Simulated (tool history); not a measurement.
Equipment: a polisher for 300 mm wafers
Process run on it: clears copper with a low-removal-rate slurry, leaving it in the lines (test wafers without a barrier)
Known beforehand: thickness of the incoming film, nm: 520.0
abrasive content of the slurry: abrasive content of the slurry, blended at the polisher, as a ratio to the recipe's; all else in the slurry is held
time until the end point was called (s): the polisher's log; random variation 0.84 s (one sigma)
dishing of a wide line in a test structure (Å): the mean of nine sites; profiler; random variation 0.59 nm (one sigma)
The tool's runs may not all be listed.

| run | day | flow of slurry (ml/min) | pressure of the wafer on the pad (kPa) | speed of the pad under the wafer (m/s) | abrasive content of the slurry | overpolish time after the end point (s) | time until the end point was called (s) | dishing of a wide line in a test structure (Å) |
|---|---|---|---|---|---|---|---|---|
| 1 | 0.000 | 315 | 26.9 | 0.96 | 1.00 | 25 | 111.790 | 608.24 |
| 2 | 0.292 | 315 | 26.9 | 0.96 | 1.00 | 17 | 113.470 | 466.10 |
| 3 | 0.588 | 315 | 26.9 | 0.96 | 0.85 | 17 | 118.110 | 467.79 |
| 4 | 0.825 | 315 | 26.9 | 0.78 | 0.85 | 17 | 141.230 | 398.97 |
| 5 | 1.188 | 355 | 30.3 | 0.72 | 1.00 | 15 | 132.040 | 392.59 |
| 6 | 1.496 | 355 | 30.3 | 0.72 | 0.85 | 15 | 136.350 | 386.52 |
| 7 | 1.692 | 320 | 37.2 | 0.94 | 1.10 | 8 | 82.059 | 348.76 |
| 8 | 2.042 | 320 | 37.9 | 0.94 | 1.10 | 9 | 82.262 | 384.61 |

Run 9 is up next; what results do you expect?
| 9 | 2.092 | 310 | 38.6 | 0.94 | 1.15 | 9 | ? | ? |

Run 9 produced time until the end point was called (s) 79.241, dishing of a wide line in a test structure (Å) 397.43.
